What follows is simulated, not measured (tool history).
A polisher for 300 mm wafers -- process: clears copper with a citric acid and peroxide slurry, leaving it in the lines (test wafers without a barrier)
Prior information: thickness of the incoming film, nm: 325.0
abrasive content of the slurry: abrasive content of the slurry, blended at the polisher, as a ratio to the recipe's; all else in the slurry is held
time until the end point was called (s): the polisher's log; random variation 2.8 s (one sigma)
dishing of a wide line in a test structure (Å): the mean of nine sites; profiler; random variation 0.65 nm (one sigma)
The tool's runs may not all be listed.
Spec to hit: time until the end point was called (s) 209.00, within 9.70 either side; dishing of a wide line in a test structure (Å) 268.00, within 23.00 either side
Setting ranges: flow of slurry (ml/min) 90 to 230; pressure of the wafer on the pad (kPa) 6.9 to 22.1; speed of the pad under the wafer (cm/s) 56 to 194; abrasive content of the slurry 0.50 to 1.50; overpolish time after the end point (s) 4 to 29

run,hour,flow of slurry (ml/min),pressure of the wafer on the pad (kPa),speed of the pad under the wafer (cm/s),abrasive content of the slurry,overpolish time after the end point (s),time until the end point was called (s),dishing of a wide line in a test structure (Å)
1,0.0,150,14.5,124,1.00,15,166.66,191.93
2,5.7,150,14.5,124,1.20,15,161.89,209.62
3,12.9,150,13.8,124,1.20,17,168.97,208.44
4,13.7,150,13.1,122,1.20,20,181.03,237.35
5,21.1,150,13.1,122,1.35,20,177.77,242.57
6,28.5,150,12.4,122,1.35,21,184.50,239.93
7,35.2,150,12.4,122,1.35,22,183.19,249.34
# hour 41.3: head pressure recalibrated
8,41.3,150,11.7,122,1.35,23,174.69,254.43
9,41.8,145,11.0,118,1.35,24,192.76,247.70
10,47.9,145,11.0,118,1.35,24,195.89,245.96

Exercise: of the 5 proposed moves below, exactly one satisfies all targets within the stated allowed misses. Which move is it?
A,54.0,165,13.8,98,1.35,23,?,?
B,54.0,135,11.0,110,1.40,27,?,?
C,54.0,150,8.3,164,1.25,20,?,?
D,54.0,160,13.8,112,1.00,22,?,?
E,54.0,95,10.3,146,1.15,20,?,?

move,time until the end point was called (s),dishing of a wide line in a test structure (Å)
A,188.07,248.90
B,212.06,254.57
C,185.96,218.69
D,175.77,253.44
E,194.71,212.75
A: lands further from the targets than the last run did
B: every result within its allowed miss
C: lands further from the targets than the last run did
D: lands further from the targets than the last run did
E: lands further from the targets than the last run did
The move that meets every target is B.
